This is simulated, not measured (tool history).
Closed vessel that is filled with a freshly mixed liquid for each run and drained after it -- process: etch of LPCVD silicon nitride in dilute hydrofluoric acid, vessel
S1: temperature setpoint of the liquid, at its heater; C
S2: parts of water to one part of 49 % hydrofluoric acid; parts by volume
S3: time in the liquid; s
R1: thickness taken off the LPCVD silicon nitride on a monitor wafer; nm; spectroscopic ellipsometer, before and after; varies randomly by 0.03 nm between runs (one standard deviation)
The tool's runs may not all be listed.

run  hour    S1  S2   S3      R1
  1     0    23  55  740  4.5363
  2   4.8  22.5  55  740  4.4486
  3  14.1    22  55  740  4.3081
  4  22.2    22  55  535  3.1442
  5  28.1  22.5  55  535  3.1847
  6  29.6  22.5  55  535  3.1915
  7  38.4    23  55  535  3.3167

Forecast run 8:
       41  -- hydrofluoric acid flow meter replaced
  8    41  23.5  55  535   ?

Run 8 yielded R1 3.8973 nm.

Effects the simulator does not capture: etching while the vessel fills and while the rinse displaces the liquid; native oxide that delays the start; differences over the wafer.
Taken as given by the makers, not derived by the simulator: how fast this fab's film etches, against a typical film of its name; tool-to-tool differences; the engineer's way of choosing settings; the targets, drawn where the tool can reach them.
